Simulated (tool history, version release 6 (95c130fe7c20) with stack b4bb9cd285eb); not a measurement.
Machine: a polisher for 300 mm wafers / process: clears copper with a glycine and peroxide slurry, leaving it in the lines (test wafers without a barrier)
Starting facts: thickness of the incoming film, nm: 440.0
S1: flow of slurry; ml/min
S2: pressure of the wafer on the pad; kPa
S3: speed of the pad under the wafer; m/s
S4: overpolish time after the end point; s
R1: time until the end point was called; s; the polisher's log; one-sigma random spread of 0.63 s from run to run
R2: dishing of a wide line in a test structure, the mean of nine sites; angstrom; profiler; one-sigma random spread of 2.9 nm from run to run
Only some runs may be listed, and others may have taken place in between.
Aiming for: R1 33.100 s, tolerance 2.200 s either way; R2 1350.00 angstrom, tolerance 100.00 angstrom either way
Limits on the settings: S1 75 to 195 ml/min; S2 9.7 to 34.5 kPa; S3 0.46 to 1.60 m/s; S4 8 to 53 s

Run 1, hour 0.0: S1 125 ml/min, S2 22.1 kPa, S3 1.02 m/s, S4 27 s. Result: R1 59.978 s, R2 956.61 angstrom.
Run 2, hour 0.8: S1 125 ml/min, S2 24.1 kPa, S3 1.04 m/s, S4 27 s. Result: R1 56.105 s, R2 1054.50 angstrom.
Run 3, hour 5.3: S1 125 ml/min, S2 24.1 kPa, S3 1.04 m/s, S4 23 s. Result: R1 56.130 s, R2 974.85 angstrom.
Run 4, hour 9.7: S1 125 ml/min, S2 24.1 kPa, S3 0.80 m/s, S4 23 s. Result: R1 68.128 s, R2 836.78 angstrom.
Run 5, hour 16.9: S1 125 ml/min, S2 24.1 kPa, S3 0.62 m/s, S4 23 s. Result: R1 85.526 s, R2 736.49 angstrom.
Run 6, hour 20.7: S1 125 ml/min, S2 24.1 kPa, S3 0.62 m/s, S4 17 s. Result: R1 83.345 s, R2 602.76 angstrom.
Run 7, hour 22.8: S1 125 ml/min, S2 24.1 kPa, S3 0.62 m/s, S4 17 s. Result: R1 83.870 s, R2 585.53 angstrom.
Run 8, hour 28.0: S1 125 ml/min, S2 25.5 kPa, S3 0.70 m/s, S4 18 s. Result: R1 76.008 s, R2 723.61 angstrom.
Run 9, hour 35.7: S1 160 ml/min, S2 31.7 kPa, S3 0.98 m/s, S4 8 s. Result: R1 46.253 s, R2 526.79 angstrom.
Run 10, hour 37.2: S1 155 ml/min, S2 31.0 kPa, S3 1.06 m/s, S4 11 s. Result: R1 44.964 s, R2 688.71 angstrom.
Run 11, hour 43.6: S1 150 ml/min, S2 31.0 kPa, S3 1.12 m/s, S4 12 s. Result: R1 41.781 s, R2 744.72 angstrom.
Run 12, hour 45.4: S1 140 ml/min, S2 31.0 kPa, S3 1.16 m/s, S4 13 s. Result: R1 41.883 s, R2 803.95 angstrom.
Run 13, hour 51.5: S1 135 ml/min, S2 31.0 kPa, S3 1.20 m/s, S4 14 s. Result: R1 39.923 s, R2 851.18 angstrom.
Run 14, hour 56.9: S1 130 ml/min, S2 31.0 kPa, S3 1.24 m/s, S4 15 s. Result: R1 38.692 s, R2 902.53 angstrom.
Run 15, hour 64.6: S1 125 ml/min, S2 31.0 kPa, S3 1.28 m/s, S4 16 s. Result: R1 37.319 s, R2 934.26 angstrom.
Run 16, hour 67.6: S1 125 ml/min, S2 31.0 kPa, S3 1.30 m/s, S4 17 s. Result: R1 37.746 s, R2 984.84 angstrom.
Run 17, hour 73.6: S1 120 ml/min, S2 31.0 kPa, S3 1.32 m/s, S4 18 s. Result: R1 37.240 s, R2 1013.60 angstrom.
Run 18, hour 79.4: S1 120 ml/min, S2 31.0 kPa, S3 1.34 m/s, S4 19 s. Result: R1 36.676 s, R2 1040.20 angstrom.
Run 19, hour 81.2: S1 120 ml/min, S2 31.0 kPa, S3 1.36 m/s, S4 20 s. Result: R1 35.718 s, R2 1057.70 angstrom.
Run 20, hour 88.8: S1 120 ml/min, S2 31.0 kPa, S3 1.36 m/s, S4 20 s. Result: R1 36.091 s, R2 1118.10 angstrom.
Run 21, hour 89.4: S1 120 ml/min, S2 31.0 kPa, S3 1.38 m/s, S4 21 s. Result: R1 36.707 s, R2 1132.30 angstrom.

Below are 4 possible settings for the next run. Only one of them brings all results inside the allowed miss of their targets. Which is it?
Run A, hour 90.0: S1 95 ml/min, S2 28.3 kPa, S3 1.44 m/s, S4 26 s. Result: R1 ?, R2 ?.
Run B, hour 90.0: S1 85 ml/min, S2 31.7 kPa, S3 1.60 m/s, S4 32 s. Result: R1 ?, R2 ?.
Run C, hour 90.0: S1 165 ml/min, S2 28.3 kPa, S3 1.24 m/s, S4 23 s. Result: R1 ?, R2 ?.
Run D, hour 90.0: S1 120 ml/min, S2 31.7 kPa, S3 1.18 m/s, S4 22 s. Result: R1 ?, R2 ?.

move      R1       R2
   A  38.037  1200.20
   B  32.476  1345.80
   C  38.876  1140.40
   D  39.281  1122.10
A: about as far from the targets as the last run
B: in spec on every target
C: the biggest miss grows against the last run
D: the biggest miss grows against the last run
So the answer is move B, the one that meets all the targets.

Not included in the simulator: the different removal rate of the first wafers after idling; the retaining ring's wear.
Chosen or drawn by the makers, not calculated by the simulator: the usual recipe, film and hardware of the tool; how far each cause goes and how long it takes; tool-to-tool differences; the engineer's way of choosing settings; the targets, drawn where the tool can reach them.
